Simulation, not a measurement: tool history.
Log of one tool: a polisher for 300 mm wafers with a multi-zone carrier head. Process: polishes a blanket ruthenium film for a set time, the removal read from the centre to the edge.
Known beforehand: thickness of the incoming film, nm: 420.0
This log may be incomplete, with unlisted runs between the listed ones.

| run | hour | flow of slurry (ml/min) | pressure of the head's centre zone | pressure of the head's middle zone | pressure of the head's edge zone | polishing time (s) | film removed at the wafer's centre (nm) | film removed at mid-radius (nm) | film removed at the wafer's edge (nm) |
|---|---|---|---|---|---|---|---|---|---|
| 1 | 0.0 | 135 | 1.00 | 1.00 | 1.00 | 47 | 37.361 | 37.812 | 36.623 |
| 2 | 6.0 | 135 | 0.95 | 1.00 | 1.00 | 47 | 35.973 | 38.006 | 37.263 |
| 3 | 12.7 | 140 | 0.96 | 1.01 | 1.01 | 47 | 37.140 | 38.798 | 37.427 |
| 4 | 17.6 | 145 | 0.95 | 1.02 | 1.02 | 47 | 37.504 | 38.832 | 37.633 |
| 5 | 18.3 | 150 | 0.94 | 1.04 | 1.03 | 47 | 36.619 | 39.315 | 37.846 |
| 6 | 26.1 | 150 | 0.94 | 1.04 | 0.99 | 47 | 36.212 | 40.108 | 37.553 |
| 7 | 28.4 | 155 | 0.94 | 1.05 | 1.00 | 47 | 36.842 | 40.578 | 37.929 |
| 8 | 37.0 | 155 | 0.94 | 1.05 | 1.00 | 47 | 37.200 | 40.801 | 37.611 |
| 9 | 38.0 | 160 | 0.94 | 1.06 | 1.01 | 47 | 37.057 | 40.700 | 38.418 |
| 10 | 44.6 | 165 | 0.95 | 1.07 | 1.01 | 47 | 37.622 | 41.540 | 38.295 |
| 11 | 47.8 | 170 | 0.96 | 1.08 | 1.02 | 47 | 38.610 | 42.191 | 38.439 |
| 12 | 56.1 | 175 | 0.96 | 1.09 | 1.03 | 47 | 38.692 | 42.728 | 38.563 |

The next listed run, before its measurement:
| 13 | 64.1 | 175 | 0.96 | 1.09 | 1.04 | 47 | ? | ? | ? |

For run 13 the tool returned film removed at the wafer's centre (nm) 38.483, film removed at mid-radius (nm) 42.697, film removed at the wafer's edge (nm) 39.008.

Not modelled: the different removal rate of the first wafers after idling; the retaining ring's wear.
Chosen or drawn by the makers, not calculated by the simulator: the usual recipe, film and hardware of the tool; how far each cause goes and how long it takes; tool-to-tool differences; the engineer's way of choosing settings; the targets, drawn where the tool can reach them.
